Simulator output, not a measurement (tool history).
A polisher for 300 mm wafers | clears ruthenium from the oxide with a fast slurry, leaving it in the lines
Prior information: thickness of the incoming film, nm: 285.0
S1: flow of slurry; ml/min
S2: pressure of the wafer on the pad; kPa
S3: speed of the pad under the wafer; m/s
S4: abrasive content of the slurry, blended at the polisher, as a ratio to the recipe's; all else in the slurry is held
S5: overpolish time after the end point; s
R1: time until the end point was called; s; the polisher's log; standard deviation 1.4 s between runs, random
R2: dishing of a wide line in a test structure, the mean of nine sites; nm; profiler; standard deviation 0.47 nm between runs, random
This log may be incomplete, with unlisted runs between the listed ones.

run	hour	S1	S2	S3	S4	S5	R1	R2
1	0	305	14.5	1.26	1	23	97.591	51.789
2	3.8	305	13.8	1.26	1	23	103.08	49.189
3	5.5	305	11.7	1.26	1	23	117.96	44.47
4	8.3	305	11.7	1.26	1.2	23	104.46	49.46
5	13.9	305	11.7	1.26	1.2	18	105.47	40.18
6	19.9	305	11	1.26	1.2	19	109.06	39.994

Forecast run 7:
7	26.9	305	11	1.26	1.2	19	?	?

Run 7 yielded R1 108.94 s, R2 40.53 nm.

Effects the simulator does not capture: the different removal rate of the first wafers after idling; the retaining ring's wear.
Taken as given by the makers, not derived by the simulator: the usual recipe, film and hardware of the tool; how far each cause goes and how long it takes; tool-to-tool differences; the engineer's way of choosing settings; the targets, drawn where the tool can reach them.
